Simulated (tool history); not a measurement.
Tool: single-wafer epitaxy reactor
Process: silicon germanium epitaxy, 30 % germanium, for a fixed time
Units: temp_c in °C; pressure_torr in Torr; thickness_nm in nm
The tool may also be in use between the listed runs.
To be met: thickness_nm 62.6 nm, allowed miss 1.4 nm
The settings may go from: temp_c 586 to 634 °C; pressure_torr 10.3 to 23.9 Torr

run,hour,temp_c,pressure_torr,thickness_nm
1,0,610,17.1,74.234
2,4.5,607,17,70.422
3,10.6,605,17,68.028
4,14.7,611,17,74.691
# hour 20.5: capacitance manometer re-zeroed and calibrated
5,20.5,616,17,80.392
6,21.6,611,16.9,73.997
7,26.6,608,16.8,70.218
8,34.6,606,16.8,67.8
9,42.4,605,16.8,65.936
10,45.9,604,16.8,65.594
11,50.4,603,16.8,64.425
12,58.5,603,16.8,65.059

Which of these 5 next moves meets every target?
A,66.6,603,17.4,?
B,66.6,599,15.8,?
C,66.6,603,15.8,?
D,66.6,596,18,?
E,66.6,606,16.9,?

move,thickness_nm
A,65.882
B,58.677
C,62.555
D,59.941
E,68.036
A: further off than the last run
B: takes the result that was furthest off past its target
C: meets every target
D: takes the result that was furthest off past its target
E: further off than the last run
Move C is the one to make.

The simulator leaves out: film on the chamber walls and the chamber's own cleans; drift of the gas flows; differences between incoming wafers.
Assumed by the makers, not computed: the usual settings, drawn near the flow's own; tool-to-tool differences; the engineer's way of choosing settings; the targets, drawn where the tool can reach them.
